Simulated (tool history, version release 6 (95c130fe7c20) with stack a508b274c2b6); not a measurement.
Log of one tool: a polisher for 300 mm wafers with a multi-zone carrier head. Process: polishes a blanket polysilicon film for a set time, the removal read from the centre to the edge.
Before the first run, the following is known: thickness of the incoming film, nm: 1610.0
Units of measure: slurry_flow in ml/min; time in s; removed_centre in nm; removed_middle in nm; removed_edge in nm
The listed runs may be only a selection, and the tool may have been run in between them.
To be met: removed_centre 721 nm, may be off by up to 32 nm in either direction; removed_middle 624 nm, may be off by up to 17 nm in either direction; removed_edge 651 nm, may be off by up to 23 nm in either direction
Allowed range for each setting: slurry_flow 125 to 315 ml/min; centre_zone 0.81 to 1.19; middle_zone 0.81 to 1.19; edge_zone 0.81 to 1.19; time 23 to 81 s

Run 1, hour 0: slurry_flow 205 ml/min, centre_zone 1, middle_zone 1, edge_zone 1, time 52 s. Result: removed_centre 571.35 nm, removed_middle 562.56 nm, removed_edge 556.62 nm.
Run 2, hour 0.6: slurry_flow 205 ml/min, centre_zone 1, middle_zone 1, edge_zone 1, time 45 s. Result: removed_centre 496.53 nm, removed_middle 490.03 nm, removed_edge 483.56 nm.
Run 3, hour 3.6: slurry_flow 205 ml/min, centre_zone 0.96, middle_zone 1, edge_zone 1, time 45 s. Result: removed_centre 464.06 nm, removed_middle 485.78 nm, removed_edge 482.2 nm.
Run 4, hour 6.8: slurry_flow 230 ml/min, centre_zone 0.96, middle_zone 1, edge_zone 1, time 45 s. Result: removed_centre 475.9 nm, removed_middle 489.22 nm, removed_edge 489.95 nm.
Run 5, hour 15.3: slurry_flow 230 ml/min, centre_zone 0.96, middle_zone 0.94, edge_zone 1, time 45 s. Result: removed_centre 474.83 nm, removed_middle 471.8 nm, removed_edge 483.21 nm.
Run 6, hour 22.5: slurry_flow 230 ml/min, centre_zone 0.96, middle_zone 0.94, edge_zone 1.06, time 45 s. Result: removed_centre 469.24 nm, removed_middle 462.21 nm, removed_edge 494.99 nm.
Run 7, hour 26: slurry_flow 235 ml/min, centre_zone 0.98, middle_zone 0.95, edge_zone 1.07, time 46 s. Result: removed_centre 498.35 nm, removed_middle 485.97 nm, removed_edge 512.73 nm.
Run 8, hour 30.2: slurry_flow 235 ml/min, centre_zone 1, middle_zone 0.96, edge_zone 1.08, time 47 s. Result: removed_centre 522.88 nm, removed_middle 497.7 nm, removed_edge 529.97 nm.
At hour 31: edge zone pressure recalibrated.
Run 9, hour 31: slurry_flow 240 ml/min, centre_zone 1.02, middle_zone 0.97, edge_zone 1.09, time 48 s. Result: removed_centre 526.55 nm, removed_middle 517.38 nm, removed_edge 561.87 nm.
Run 10, hour 33.8: slurry_flow 245 ml/min, centre_zone 1.12, middle_zone 0.95, edge_zone 0.99, time 60 s. Result: removed_centre 742.71 nm, removed_middle 638.23 nm, removed_edge 672.34 nm.
Run 11, hour 34.8: slurry_flow 235 ml/min, centre_zone 1.11, middle_zone 0.94, edge_zone 0.98, time 60 s. Result: removed_centre 746.6 nm, removed_middle 627.77 nm, removed_edge 673.1 nm.
Run 12, hour 37: slurry_flow 235 ml/min, centre_zone 1.11, middle_zone 0.94, edge_zone 0.98, time 60 s. Result: removed_centre 732.57 nm, removed_middle 612.2 nm, removed_edge 664.68 nm.

Which single option among these 4 for the next run brings every result within its allowed miss of target? Just one does.
Run A, hour 39.2: slurry_flow 250 ml/min, centre_zone 1.08, middle_zone 0.89, edge_zone 0.99, time 62 s. Result: removed_centre ?, removed_middle ?, removed_edge ?.
Run B, hour 39.2: slurry_flow 170 ml/min, centre_zone 1.13, middle_zone 0.88, edge_zone 1.08, time 61 s. Result: removed_centre ?, removed_middle ?, removed_edge ?.
Run C, hour 39.2: slurry_flow 215 ml/min, centre_zone 1.11, middle_zone 0.96, edge_zone 0.93, time 60 s. Result: removed_centre ?, removed_middle ?, removed_edge ?.
Run D, hour 39.2: slurry_flow 220 ml/min, centre_zone 1.09, middle_zone 0.9, edge_zone 1, time 63 s. Result: removed_centre ?, removed_middle ?, removed_edge ?.

move  removed_centre  removed_middle  removed_edge
   A           753.3          626.89        703.26
   B          734.65          581.89        695.26
   C          735.45          635.08        652.59
   D          760.24          633.63        710.05
A: brings the last run's worst result on target, with another outside its allowed miss
B: its largest miss is bigger than the last run's
C: every result within its allowed miss
D: brings the last run's worst result on target, with another outside its allowed miss
C meets every target.
